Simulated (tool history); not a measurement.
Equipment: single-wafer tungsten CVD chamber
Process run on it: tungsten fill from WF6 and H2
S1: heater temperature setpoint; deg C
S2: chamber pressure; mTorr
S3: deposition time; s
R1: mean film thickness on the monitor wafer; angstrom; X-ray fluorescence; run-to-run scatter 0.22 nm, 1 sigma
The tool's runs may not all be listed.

| run | hour | S1 | S2 | S3 | R1 |
|---|---|---|---|---|---|
| 1 | 0.0 | 375 | 30400 | 22.6 | 411.75 |
| 2 | 4.7 | 374 | 30400 | 22.6 | 407.50 |
| 3 | 8.7 | 373 | 30400 | 22.6 | 396.55 |
| 4 | 17.0 | 372 | 30400 | 22.6 | 388.27 |
| 5 | 23.3 | 379 | 30400 | 22.6 | 440.83 |
| 6 | 27.6 | 383 | 30400 | 22.6 | 477.87 |
| 7 | 32.0 | 380 | 30300 | 22.6 | 448.58 |
| 8 | 39.4 | 378 | 30200 | 22.6 | 438.32 |
| 9 | 46.8 | 376 | 30100 | 22.6 | 418.23 |
| 10 | 53.0 | 375 | 30100 | 22.6 | 413.89 |

For run 11, what comes out?
| 11 | 54.1 | 374 | 30100 | 22.6 | ? |

Run 11 gave R1 404.29 angstrom.

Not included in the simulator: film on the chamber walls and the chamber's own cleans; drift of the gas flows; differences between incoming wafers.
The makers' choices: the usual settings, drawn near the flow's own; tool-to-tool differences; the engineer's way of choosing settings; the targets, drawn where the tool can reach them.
